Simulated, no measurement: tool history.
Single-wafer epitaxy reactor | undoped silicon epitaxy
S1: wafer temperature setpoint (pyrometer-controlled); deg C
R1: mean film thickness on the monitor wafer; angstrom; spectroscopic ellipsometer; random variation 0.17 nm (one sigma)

{"run": 1, "hour": 0.0, "S1": 630, "deposition time (s)": 571, "R1": 584.66}
{"run": 2, "hour": 9.1, "S1": 640, "deposition time (s)": 571, "R1": 750.67}
{"run": 3, "hour": 11.0, "S1": 630, "deposition time (s)": 571, "R1": 582.55}
{"run": 4, "hour": 12.3, "S1": 619, "deposition time (s)": 571, "R1": 434.47}
{"run": 5, "hour": 16.4, "S1": 613, "deposition time (s)": 571, "R1": 369.68}
{"run": 6, "hour": 23.0, "S1": 613, "deposition time (s)": 519, "R1": 336.49}
{"run": 7, "hour": 31.8, "S1": 617, "deposition time (s)": 519, "R1": 376.68}
{"run": 8, "hour": 33.3, "S1": 629, "deposition time (s)": 523, "R1": 520.88}
{"run": 9, "hour": 37.3, "S1": 631, "deposition time (s)": 523, "R1": 547.07}

Forecast run 10:
{"run": 10, "hour": 38.1, "S1": 643, "deposition time (s)": 526, "R1": "?"}

{"run 10": {"R1": 747.35}}

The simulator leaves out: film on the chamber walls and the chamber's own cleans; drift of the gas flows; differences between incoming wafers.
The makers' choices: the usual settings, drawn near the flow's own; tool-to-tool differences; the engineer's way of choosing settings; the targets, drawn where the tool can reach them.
